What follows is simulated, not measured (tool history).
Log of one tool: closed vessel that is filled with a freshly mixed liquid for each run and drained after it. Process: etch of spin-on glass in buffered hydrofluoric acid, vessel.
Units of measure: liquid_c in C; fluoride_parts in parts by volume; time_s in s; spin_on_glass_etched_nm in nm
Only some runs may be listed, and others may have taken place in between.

Run 1, day 0: liquid_c 23 C, fluoride_parts 15 parts by volume, time_s 100 s. Result: spin_on_glass_etched_nm 175.38 nm.
Run 2, day 0.146: liquid_c 23 C, fluoride_parts 15 parts by volume, time_s 110 s. Result: spin_on_glass_etched_nm 190.33 nm.
Run 3, day 0.262: liquid_c 23 C, fluoride_parts 15 parts by volume, time_s 110 s. Result: spin_on_glass_etched_nm 189.85 nm.
Run 4, day 0.608: liquid_c 23 C, fluoride_parts 17.5 parts by volume, time_s 110 s. Result: spin_on_glass_etched_nm 162.5 nm.
Run 5, day 0.675: liquid_c 21 C, fluoride_parts 19 parts by volume, time_s 110 s. Result: spin_on_glass_etched_nm 134.88 nm.
Run 6, day 0.767: liquid_c 20 C, fluoride_parts 20.5 parts by volume, time_s 110 s. Result: spin_on_glass_etched_nm 119.47 nm.
Run 7, day 0.846: liquid_c 19 C, fluoride_parts 21.5 parts by volume, time_s 110 s. Result: spin_on_glass_etched_nm 110.04 nm.
Run 8, day 0.954: liquid_c 18.5 C, fluoride_parts 22.5 parts by volume, time_s 110 s. Result: spin_on_glass_etched_nm 103.22 nm.
Run 9, day 1.15: liquid_c 18 C, fluoride_parts 23 parts by volume, time_s 110 s. Result: spin_on_glass_etched_nm 99.347 nm.
Run 10, day 1.212: liquid_c 17.5 C, fluoride_parts 23.5 parts by volume, time_s 110 s. Result: spin_on_glass_etched_nm 93.292 nm.
Run 11, day 1.579: liquid_c 17.5 C, fluoride_parts 24 parts by volume, time_s 110 s. Result: spin_on_glass_etched_nm 94.205 nm.
Run 12, day 1.725: liquid_c 17 C, fluoride_parts 24.5 parts by volume, time_s 110 s. Result: spin_on_glass_etched_nm 88.008 nm.
Run 13, day 1.933: liquid_c 17.5 C, fluoride_parts 24.5 parts by volume, time_s 110 s. Result: spin_on_glass_etched_nm 90.404 nm.
Run 14, day 2.233: liquid_c 17 C, fluoride_parts 24.5 parts by volume, time_s 110 s. Result: spin_on_glass_etched_nm 87.812 nm.
Run 15, day 2.304: liquid_c 17.5 C, fluoride_parts 24.5 parts by volume, time_s 110 s. Result: spin_on_glass_etched_nm 92.206 nm.

Run 16 has not been measured yet. What should we expect?
Run 16, day 2.629: liquid_c 17 C, fluoride_parts 24.5 parts by volume, time_s 110 s. Result: spin_on_glass_etched_nm ?.

{"run 16": {"spin_on_glass_etched_nm": 90.734}}

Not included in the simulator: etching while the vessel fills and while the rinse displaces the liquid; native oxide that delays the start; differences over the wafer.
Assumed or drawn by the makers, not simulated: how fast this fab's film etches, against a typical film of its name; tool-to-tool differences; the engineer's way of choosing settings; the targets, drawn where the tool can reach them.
